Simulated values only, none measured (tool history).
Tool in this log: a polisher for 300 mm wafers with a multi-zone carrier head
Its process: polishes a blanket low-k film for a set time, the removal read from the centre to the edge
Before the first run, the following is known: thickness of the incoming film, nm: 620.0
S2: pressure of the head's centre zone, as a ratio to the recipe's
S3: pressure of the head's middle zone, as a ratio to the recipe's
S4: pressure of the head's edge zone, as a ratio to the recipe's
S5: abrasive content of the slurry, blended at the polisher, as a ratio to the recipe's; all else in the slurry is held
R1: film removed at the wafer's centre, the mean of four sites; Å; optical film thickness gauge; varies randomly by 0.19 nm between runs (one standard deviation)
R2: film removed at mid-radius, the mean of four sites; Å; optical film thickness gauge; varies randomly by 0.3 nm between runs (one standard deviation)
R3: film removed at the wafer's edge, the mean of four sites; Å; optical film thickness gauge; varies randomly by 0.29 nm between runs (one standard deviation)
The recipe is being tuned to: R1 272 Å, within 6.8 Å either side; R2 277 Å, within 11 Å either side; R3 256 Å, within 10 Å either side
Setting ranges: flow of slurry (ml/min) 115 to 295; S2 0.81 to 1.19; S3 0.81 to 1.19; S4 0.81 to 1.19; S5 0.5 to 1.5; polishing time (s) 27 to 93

run 1 hour=0 | flow_of_slurry_(ml/min)=190 S2=1 S3=1 S4=1 S5=1 polishing_time_(s)=59 | R1=238.77 R2=217.69 R3=215.85
run 2 hour=3.2 | flow_of_slurry_(ml/min)=200 S2=1 S3=1.03 S4=1.03 S5=1 polishing_time_(s)=59 | R1=242.27 R2=226 R3=219.38
run 3 hour=9.7 | flow_of_slurry_(ml/min)=200 S2=1.03 S3=1.03 S4=1.03 S5=1 polishing_time_(s)=59 | R1=244.86 R2=226.88 R3=222.72
run 4 hour=15.4 | flow_of_slurry_(ml/min)=210 S2=1.04 S3=1.05 S4=1.05 S5=1 polishing_time_(s)=59 | R1=249.1 R2=232.62 R3=219.99
run 5 hour=18.3 | flow_of_slurry_(ml/min)=210 S2=1.04 S3=1.01 S4=1.05 S5=1 polishing_time_(s)=59 | R1=249.88 R2=220.73 R3=225.23
run 6 hour=21 | flow_of_slurry_(ml/min)=210 S2=1.1 S3=1.01 S4=1.05 S5=1 polishing_time_(s)=59 | R1=261 R2=221.87 R3=222.11
run 7 hour=21.6 | flow_of_slurry_(ml/min)=215 S2=1.09 S3=1.03 S4=1.07 S5=1.05 polishing_time_(s)=59 | R1=264.62 R2=232.37 R3=227.92
run 8 hour=29.3 | flow_of_slurry_(ml/min)=220 S2=1.08 S3=1.04 S4=1.09 S5=1.1 polishing_time_(s)=59 | R1=266.05 R2=243.44 R3=234.83
run 9 hour=36.8 | flow_of_slurry_(ml/min)=225 S2=1.07 S3=1.05 S4=1.1 S5=1.1 polishing_time_(s)=59 | R1=267.5 R2=247.65 R3=237.16
run 10 hour=38.2 | flow_of_slurry_(ml/min)=230 S2=1.06 S3=1.06 S4=1.11 S5=1.1 polishing_time_(s)=59 | R1=271.59 R2=247.08 R3=235.76
run 11 hour=39 | flow_of_slurry_(ml/min)=225 S2=1.05 S3=1.07 S4=1.12 S5=1.15 polishing_time_(s)=59 | R1=268.53 R2=254.65 R3=239.99
run 12 hour=48 | flow_of_slurry_(ml/min)=225 S2=1.04 S3=1.07 S4=1.13 S5=1.15 polishing_time_(s)=59 | R1=265.62 R2=256.16 R3=244.15
run 13 hour=51.3 | flow_of_slurry_(ml/min)=230 S2=1.04 S3=1.08 S4=1.14 S5=1.15 polishing_time_(s)=59 | R1=270.24 R2=258.83 R3=242.92
-- hour=57 centre zone pressure recalibrated
run 14 hour=57 | flow_of_slurry_(ml/min)=230 S2=1.03 S3=1.08 S4=1.15 S5=1.15 polishing_time_(s)=59 | R1=255.88 R2=253.76 R3=251.21
run 15 hour=62.2 | flow_of_slurry_(ml/min)=235 S2=1.03 S3=1.09 S4=1.15 S5=1.15 polishing_time_(s)=59 | R1=251.66 R2=260.88 R3=241.73
run 16 hour=65 | flow_of_slurry_(ml/min)=240 S2=1.04 S3=1.09 S4=1.16 S5=1.2 polishing_time_(s)=59 | R1=261.12 R2=266.1 R3=251.68

Exercise: of the 4 proposed moves below, exactly one satisfies all targets within the stated allowed misses. Which move is it?
run A hour=67.8 | flow_of_slurry_(ml/min)=295 S2=0.99 S3=1.06 S4=1.03 S5=1.5 polishing_time_(s)=53 | R1=? R2=? R3=?
run B hour=67.8 | flow_of_slurry_(ml/min)=220 S2=1.07 S3=1.12 S4=1.17 S5=1.25 polishing_time_(s)=60 | R1=? R2=? R3=?
run C hour=67.8 | flow_of_slurry_(ml/min)=235 S2=1.06 S3=1.05 S4=1.15 S5=1.3 polishing_time_(s)=58 | R1=? R2=? R3=?
run D hour=67.8 | flow_of_slurry_(ml/min)=225 S2=1.11 S3=1.01 S4=1.18 S5=1.2 polishing_time_(s)=59 | R1=? R2=? R3=?

move=A R1=253.01 R2=255.98 R3=239.49
move=B R1=272.64 R2=273.81 R3=255.38
move=C R1=268.27 R2=256.64 R3=251.33
move=D R1=271.86 R2=243.28 R3=248.64
A: the biggest miss grows against the last run
B: in spec on every target
C: meets the target for the result that was furthest off, but another lies outside its allowed miss
D: meets the target for the result that was furthest off, but another lies outside its allowed miss
So the answer is move B, the one that meets all the targets.
